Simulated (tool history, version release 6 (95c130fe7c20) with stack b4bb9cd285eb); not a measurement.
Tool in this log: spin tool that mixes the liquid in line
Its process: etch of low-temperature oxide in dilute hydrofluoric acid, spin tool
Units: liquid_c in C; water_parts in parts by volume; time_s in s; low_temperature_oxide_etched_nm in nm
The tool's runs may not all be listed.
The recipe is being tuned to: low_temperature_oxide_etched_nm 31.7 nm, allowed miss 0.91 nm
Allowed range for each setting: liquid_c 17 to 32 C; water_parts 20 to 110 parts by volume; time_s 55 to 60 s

run    day  liquid_c  water_parts  time_s  low_temperature_oxide_etched_nm
  1      0        24           60      55                           16.609
  2   0.25        24           70      55                           14.415
  3  0.371        24           70      60                           15.593
  4  0.662        25           65      60                           17.491
  5  1.033        25           65      60                            17.38
  6    1.1        25           65      55                            15.91
  7  1.308        26           60      55                            18.41
  8  1.517        27           60      55                           18.972
  9  1.567      27.5           55      55                           21.199
 10  1.596        28           55      55                           21.658
 11  1.967        32           40      55                           35.965
 12  2.308      31.5           40      55                           35.664
 13  2.521        31           40      55                            34.33
 14  2.625        30           40      55                           33.544

Which one of the following 4 next-run settings gets every result inside its allowed miss? There is exactly one.
  A  2.729      29.5           45      60                                ?
  B  2.729        32           45      60                                ?
  C  2.729      30.5           40      55                                ?
  D  2.729        28           40      60                                ?

move  low_temperature_oxide_etched_nm
   A                           31.478
   B                           34.719
   C                           34.034
   D                           33.607
A: every result within its allowed miss
B: the biggest miss grows against the last run
C: the biggest miss grows against the last run
D: about as far from the targets as the last run
Correct choice: A, which meets every target
